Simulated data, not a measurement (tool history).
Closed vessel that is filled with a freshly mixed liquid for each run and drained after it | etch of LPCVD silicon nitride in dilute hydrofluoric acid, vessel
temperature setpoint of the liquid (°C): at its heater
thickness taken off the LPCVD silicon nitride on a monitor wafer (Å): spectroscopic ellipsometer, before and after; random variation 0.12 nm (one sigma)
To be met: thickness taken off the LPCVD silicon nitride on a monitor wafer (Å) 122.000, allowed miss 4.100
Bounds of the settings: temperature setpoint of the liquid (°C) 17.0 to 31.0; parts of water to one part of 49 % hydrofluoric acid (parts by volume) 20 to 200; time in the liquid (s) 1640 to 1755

run,day,temperature setpoint of the liquid (°C),parts of water to one part of 49 % hydrofluoric acid (parts by volume),time in the liquid (s),thickness taken off the LPCVD silicon nitride on a monitor wafer (Å)
1,0.000,23.0,110,1640,76.423
2,0.146,20.5,110,1640,65.208
3,0.462,22.5,110,1640,72.920
4,0.825,24.0,110,1640,80.186
5,0.946,25.0,110,1640,86.105
6,1.025,26.0,110,1640,91.951
7,1.138,27.0,110,1640,98.555
8,1.204,27.5,110,1640,100.690
9,1.471,27.5,110,1640,102.270
10,1.712,28.0,110,1640,104.530
11,2.025,28.5,110,1640,105.690
12,2.146,29.0,110,1640,111.790
13,2.429,29.5,110,1640,116.270
14,2.558,29.5,110,1640,115.150

Which of these 4 next moves meets every target?
A,2.688,28.0,105,1660,?
B,2.688,30.0,130,1725,?
C,2.688,31.0,120,1755,?
D,2.688,28.5,120,1675,?

move,thickness taken off the LPCVD silicon nitride on a monitor wafer (Å)
A,110.530
B,105.050
C,123.270
D,100.700
A: further off than the last run
B: further off than the last run
C: meets every target
D: further off than the last run
Answer: C
